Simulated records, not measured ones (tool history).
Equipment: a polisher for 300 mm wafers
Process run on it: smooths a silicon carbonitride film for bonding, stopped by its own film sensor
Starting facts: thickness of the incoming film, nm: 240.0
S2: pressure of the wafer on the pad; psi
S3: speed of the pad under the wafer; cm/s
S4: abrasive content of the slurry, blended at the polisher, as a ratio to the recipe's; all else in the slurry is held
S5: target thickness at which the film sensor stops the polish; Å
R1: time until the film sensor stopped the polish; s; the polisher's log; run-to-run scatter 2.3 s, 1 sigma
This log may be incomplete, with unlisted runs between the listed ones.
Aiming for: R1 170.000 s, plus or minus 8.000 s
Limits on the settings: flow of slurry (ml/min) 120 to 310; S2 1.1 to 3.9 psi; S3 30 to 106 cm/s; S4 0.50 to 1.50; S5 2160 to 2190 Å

Run 1, hour 0.0: flow of slurry (ml/min) 200, S2 2.5 psi, S3 68 cm/s, S4 1.00, S5 2160 Å. Result: R1 104.940 s.
Run 2, hour 8.5: flow of slurry (ml/min) 200, S2 2.3 psi, S3 68 cm/s, S4 1.00, S5 2160 Å. Result: R1 113.630 s.
Run 3, hour 14.5: flow of slurry (ml/min) 200, S2 2.2 psi, S3 68 cm/s, S4 1.00, S5 2160 Å. Result: R1 116.780 s.
Run 4, hour 15.4: flow of slurry (ml/min) 200, S2 2.2 psi, S3 68 cm/s, S4 1.20, S5 2160 Å. Result: R1 107.360 s.
At hour 22.1: slurry blender recalibrated.
Run 5, hour 22.1: flow of slurry (ml/min) 200, S2 2.2 psi, S3 68 cm/s, S4 1.15, S5 2160 Å. Result: R1 95.776 s.
Run 6, hour 22.8: flow of slurry (ml/min) 200, S2 2.0 psi, S3 64 cm/s, S4 1.15, S5 2160 Å. Result: R1 112.490 s.
Run 7, hour 28.9: flow of slurry (ml/min) 200, S2 1.9 psi, S3 62 cm/s, S4 1.15, S5 2160 Å. Result: R1 123.650 s.
Run 8, hour 34.0: flow of slurry (ml/min) 200, S2 1.8 psi, S3 62 cm/s, S4 1.15, S5 2160 Å. Result: R1 129.800 s.
Run 9, hour 40.7: flow of slurry (ml/min) 200, S2 1.7 psi, S3 62 cm/s, S4 1.15, S5 2160 Å. Result: R1 133.830 s.
Run 10, hour 47.5: flow of slurry (ml/min) 200, S2 1.1 psi, S3 60 cm/s, S4 1.15, S5 2160 Å. Result: R1 212.150 s.
Run 11, hour 51.9: flow of slurry (ml/min) 200, S2 1.2 psi, S3 60 cm/s, S4 1.15, S5 2160 Å. Result: R1 195.870 s.
Run 12, hour 60.5: flow of slurry (ml/min) 200, S2 1.3 psi, S3 60 cm/s, S4 1.15, S5 2160 Å. Result: R1 176.280 s.

Consider the 5 candidate settings below. Which is the only one whose results all fall within their allowed miss of target?
Run A, hour 69.1: flow of slurry (ml/min) 175, S2 1.2 psi, S3 54 cm/s, S4 1.45, S5 2160 Å. Result: R1 ?.
Run B, hour 69.1: flow of slurry (ml/min) 205, S2 1.2 psi, S3 62 cm/s, S4 1.05, S5 2170 Å. Result: R1 ?.
Run C, hour 69.1: flow of slurry (ml/min) 250, S2 1.4 psi, S3 58 cm/s, S4 1.05, S5 2170 Å. Result: R1 ?.
Run D, hour 69.1: flow of slurry (ml/min) 230, S2 1.1 psi, S3 68 cm/s, S4 1.10, S5 2160 Å. Result: R1 ?.
Run E, hour 69.1: flow of slurry (ml/min) 185, S2 1.2 psi, S3 56 cm/s, S4 1.35, S5 2170 Å. Result: R1 ?.

move       R1
   A  196.170
   B  185.800
   C  166.400
   D  189.950
   E  186.010
A: moves away from the targets compared with the last run
B: moves away from the targets compared with the last run
C: meets every target
D: moves away from the targets compared with the last run
E: moves away from the targets compared with the last run
Go with C: it meets all targets.
